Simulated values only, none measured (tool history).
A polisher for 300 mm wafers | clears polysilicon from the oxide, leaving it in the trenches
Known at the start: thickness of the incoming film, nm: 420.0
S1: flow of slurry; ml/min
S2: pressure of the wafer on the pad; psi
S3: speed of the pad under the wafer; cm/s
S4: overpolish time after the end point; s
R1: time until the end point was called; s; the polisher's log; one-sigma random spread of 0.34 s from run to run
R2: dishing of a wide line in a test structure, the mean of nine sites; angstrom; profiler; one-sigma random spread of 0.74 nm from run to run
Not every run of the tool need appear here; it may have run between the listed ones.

| run | hour | S1 | S2 | S3 | S4 | R1 | R2 |
|---|---|---|---|---|---|---|---|
| 1 | 0.0 | 120 | 2.4 | 102 | 25 | 28.806 | 519.64 |
| 2 | 7.1 | 120 | 2.4 | 120 | 25 | 24.139 | 544.90 |
| 3 | 10.4 | 120 | 2.0 | 120 | 25 | 27.470 | 530.28 |
| 4 | 17.6 | 135 | 2.1 | 118 | 21 | 27.474 | 540.66 |
| 5 | 19.7 | 155 | 2.1 | 118 | 21 | 26.862 | 522.60 |
| 6 | 24.8 | 155 | 2.1 | 118 | 11 | 25.554 | 520.28 |

The next listed run, before its measurement:
| 7 | 27.0 | 165 | 2.2 | 118 | 10 | ? | ? |

{"run 7": {"R1": 25.025, "R2": 511.88}}
